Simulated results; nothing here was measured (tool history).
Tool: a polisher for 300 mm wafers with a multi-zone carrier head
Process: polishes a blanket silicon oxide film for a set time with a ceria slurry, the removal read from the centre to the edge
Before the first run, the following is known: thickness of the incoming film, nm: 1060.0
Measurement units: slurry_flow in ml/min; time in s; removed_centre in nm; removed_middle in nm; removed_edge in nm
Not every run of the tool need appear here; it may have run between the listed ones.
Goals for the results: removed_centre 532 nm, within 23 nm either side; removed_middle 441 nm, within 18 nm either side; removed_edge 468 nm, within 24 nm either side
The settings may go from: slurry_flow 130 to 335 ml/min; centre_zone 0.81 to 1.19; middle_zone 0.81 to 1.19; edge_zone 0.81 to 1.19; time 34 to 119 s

run 1 hour=0 | slurry_flow=215 centre_zone=1 middle_zone=1 edge_zone=1 time=76 | removed_centre=436.22 removed_middle=425.62 removed_edge=445.65
run 2 hour=0.9 | slurry_flow=215 centre_zone=1 middle_zone=0.94 edge_zone=1 time=76 | removed_centre=437.62 removed_middle=406.27 removed_edge=452.06
run 3 hour=3.7 | slurry_flow=215 centre_zone=1.04 middle_zone=0.94 edge_zone=1 time=76 | removed_centre=449.98 removed_middle=405.54 removed_edge=455.31
run 4 hour=7.3 | slurry_flow=215 centre_zone=1.04 middle_zone=0.86 edge_zone=1 time=76 | removed_centre=447.01 removed_middle=368.25 removed_edge=459.32
run 5 hour=14.4 | slurry_flow=215 centre_zone=0.98 middle_zone=0.86 edge_zone=1 time=76 | removed_centre=412.15 removed_middle=377.87 removed_edge=449.82
-- hour=16 edge zone pressure recalibrated
run 6 hour=16 | slurry_flow=215 centre_zone=0.98 middle_zone=0.81 edge_zone=1 time=76 | removed_centre=420.19 removed_middle=353.77 removed_edge=436.89
run 7 hour=23.8 | slurry_flow=225 centre_zone=1 middle_zone=0.84 edge_zone=0.97 time=77 | removed_centre=443.89 removed_middle=364.23 removed_edge=421.32
run 8 hour=25.9 | slurry_flow=235 centre_zone=1.01 middle_zone=0.86 edge_zone=0.97 time=78 | removed_centre=451.83 removed_middle=384.01 removed_edge=435.42

Of the 4 settings listed for the next run, only one would bring every result within its allowed miss of target. Which one?
run A hour=28 | slurry_flow=280 centre_zone=0.93 middle_zone=0.97 edge_zone=0.9 time=72 | removed_centre=? removed_middle=? removed_edge=?
run B hour=28 | slurry_flow=250 centre_zone=1.06 middle_zone=0.87 edge_zone=0.93 time=68 | removed_centre=? removed_middle=? removed_edge=?
run C hour=28 | slurry_flow=205 centre_zone=1.01 middle_zone=0.84 edge_zone=0.81 time=93 | removed_centre=? removed_middle=? removed_edge=?
run D hour=28 | slurry_flow=325 centre_zone=1.07 middle_zone=0.81 edge_zone=1.01 time=83 | removed_centre=? removed_middle=? removed_edge=?

move=A removed_centre=399.54 removed_middle=395.7 removed_edge=397.51
move=B removed_centre=426.01 removed_middle=338.08 removed_edge=379.09
move=C removed_centre=544.93 removed_middle=442.17 removed_edge=481.45
move=D removed_centre=536.49 removed_middle=397.02 removed_edge=489.05
A: misses by more than the last run did
B: misses by more than the last run did
C: each result inside its tolerance
D: brings the last run's worst result on target, with another outside its allowed miss
Correct choice: C, which meets every target
